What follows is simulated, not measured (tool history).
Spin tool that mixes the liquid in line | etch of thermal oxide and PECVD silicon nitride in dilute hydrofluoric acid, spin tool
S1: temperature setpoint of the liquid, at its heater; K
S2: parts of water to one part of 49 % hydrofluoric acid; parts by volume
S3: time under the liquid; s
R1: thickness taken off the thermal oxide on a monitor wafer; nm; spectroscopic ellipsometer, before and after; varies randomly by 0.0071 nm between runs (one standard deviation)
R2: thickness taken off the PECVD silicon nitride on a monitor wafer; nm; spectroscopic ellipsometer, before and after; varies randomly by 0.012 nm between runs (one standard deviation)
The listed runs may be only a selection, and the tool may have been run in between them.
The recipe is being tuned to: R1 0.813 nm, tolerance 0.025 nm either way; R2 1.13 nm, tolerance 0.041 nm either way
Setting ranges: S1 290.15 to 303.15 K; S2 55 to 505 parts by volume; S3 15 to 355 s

run 1 day=0 | S1=295.15 S2=280 S3=180 | R1=2.1539 R2=2.8189
run 2 day=0.183 | S1=294.65 S2=310 S3=180 | R1=1.8451 R2=2.5022
run 3 day=0.533 | S1=294.65 S2=220 S3=180 | R1=2.8973 R2=3.5086
run 4 day=0.671 | S1=294.65 S2=280 S3=180 | R1=2.1325 R2=2.7502
run 5 day=0.858 | S1=294.15 S2=305 S3=180 | R1=1.8961 R2=2.3978
run 6 day=1.088 | S1=294.15 S2=335 S3=180 | R1=1.6643 R2=2.2646
run 7 day=1.271 | S1=293.65 S2=355 S3=180 | R1=1.515 R2=2.0367
run 8 day=1.396 | S1=291.15 S2=465 S3=185 | R1=0.99634 R2=1.3945
run 9 day=1.667 | S1=291.15 S2=470 S3=185 | R1=0.99438 R2=1.3927
run 10 day=1.904 | S1=291.15 S2=475 S3=185 | R1=0.98032 R2=1.3613
run 11 day=2.25 | S1=291.15 S2=480 S3=185 | R1=0.94445 R2=1.3392

Below are 5 possible settings for the next run. Only one of them brings all results inside the allowed miss of their targets. Which is it?
run A day=2.596 | S1=290.15 S2=480 S3=150 | R1=? R2=?
run B day=2.596 | S1=298.15 S2=460 S3=110 | R1=? R2=?
run C day=2.596 | S1=291.65 S2=490 S3=210 | R1=? R2=?
run D day=2.596 | S1=296.65 S2=505 S3=130 | R1=? R2=?
run E day=2.596 | S1=290.65 S2=475 S3=160 | R1=? R2=?

move=A R1=0.75596 R2=1.0254
move=B R1=0.76603 R2=1.2656
move=C R1=1.0836 R2=1.5447
move=D R1=0.75732 R2=1.2505
move=E R1=0.83222 R2=1.1395
A: moves the result that the last run missed by most past its target, out the other side
B: moves the result that the last run missed by most past its target, out the other side
C: its largest miss is bigger than the last run's
D: moves the result that the last run missed by most past its target, out the other side
E: every result lands within tolerance
So the answer is move E, the one that meets all the targets.
